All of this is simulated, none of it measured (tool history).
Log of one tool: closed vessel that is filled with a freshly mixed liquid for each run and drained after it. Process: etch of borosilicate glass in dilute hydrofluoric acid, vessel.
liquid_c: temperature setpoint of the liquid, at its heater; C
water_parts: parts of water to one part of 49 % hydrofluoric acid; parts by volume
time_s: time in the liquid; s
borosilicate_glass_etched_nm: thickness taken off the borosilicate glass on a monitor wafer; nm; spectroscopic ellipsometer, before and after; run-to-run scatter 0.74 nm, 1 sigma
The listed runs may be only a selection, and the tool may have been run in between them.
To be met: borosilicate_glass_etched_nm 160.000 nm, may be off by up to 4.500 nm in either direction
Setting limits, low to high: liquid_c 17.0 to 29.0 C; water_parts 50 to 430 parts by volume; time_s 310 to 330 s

run  hour  liquid_c  water_parts  time_s  borosilicate_glass_etched_nm
  1   0.0      21.0          240     310                        40.878
  2   2.1      22.5          205     315                        53.531
  3  10.9      22.5          205     310                        52.448
  4  16.0      23.5          175     310                        65.621
  5  24.1      23.5          240     310                        44.619
  6  29.5      24.5          205     310                        56.415
  7  33.8      25.0          175     310                        69.740
  8  35.8      25.5          155     310                        81.757
  9  43.3      26.0          140     310                        93.483
 10  46.1      26.5          130     310                       104.430

Next run, 5 choices. One meets every target within its allowed miss, the rest don't. Which?
  A  48.9      28.0          100     330                             ?
  B  48.9      26.5          150     310                             ?
  C  48.9      26.5           80     330                             ?
  D  48.9      27.0          160     310                             ?
  E  48.9      28.5          170     310                             ?

move  borosilicate_glass_etched_nm
   A                       157.460
   B                        87.421
   C                       190.770
   D                        82.485
   E                        80.992
A: every result within its allowed miss
B: its largest miss is bigger than the last run's
C: moves the result that the last run missed by most past its target, out the other side
D: its largest miss is bigger than the last run's
E: its largest miss is bigger than the last run's
The right move is A.
